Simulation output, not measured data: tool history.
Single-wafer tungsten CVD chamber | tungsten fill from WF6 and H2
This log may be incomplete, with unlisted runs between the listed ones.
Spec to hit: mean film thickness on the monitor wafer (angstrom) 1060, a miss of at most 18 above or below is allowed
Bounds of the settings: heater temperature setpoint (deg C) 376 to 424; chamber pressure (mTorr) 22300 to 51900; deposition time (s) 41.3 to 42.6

run,day,heater temperature setpoint (deg C),chamber pressure (mTorr),deposition time (s),mean film thickness on the monitor wafer (angstrom)
1,0,400,37100,41.3,1430.1
2,0.229,395,37000,41.3,1280.8
3,0.325,392,36900,41.3,1205
4,0.612,402,36900,41.3,1490.9
5,0.638,397,36800,41.3,1340.2
6,0.888,401,36800,41.3,1456
7,0.958,396,36700,41.3,1307.4
8,1.012,393,36600,41.3,1220.1
9,1.162,391,36600,41.3,1167.9
10,1.296,390,36600,41.3,1145.1
11,1.629,389,36600,41.3,1123
12,1.904,388,36600,41.3,1092.3

Next run, 5 choices. One meets every target within its allowed miss, the rest don't. Which?
A,2.179,388,37300,42.6,?
B,2.179,395,28300,42.1,?
C,2.179,388,39000,42.6,?
D,2.179,379,51600,41.3,?
E,2.179,391,33700,41.3,?

move,mean film thickness on the monitor wafer (angstrom)
A,1139
B,1138.8
C,1164.8
D,1051.9
E,1121.6
A: its largest miss is bigger than the last run's
B: its largest miss is bigger than the last run's
C: its largest miss is bigger than the last run's
D: every result lands within tolerance
E: its largest miss is bigger than the last run's
Move D is the one to make.

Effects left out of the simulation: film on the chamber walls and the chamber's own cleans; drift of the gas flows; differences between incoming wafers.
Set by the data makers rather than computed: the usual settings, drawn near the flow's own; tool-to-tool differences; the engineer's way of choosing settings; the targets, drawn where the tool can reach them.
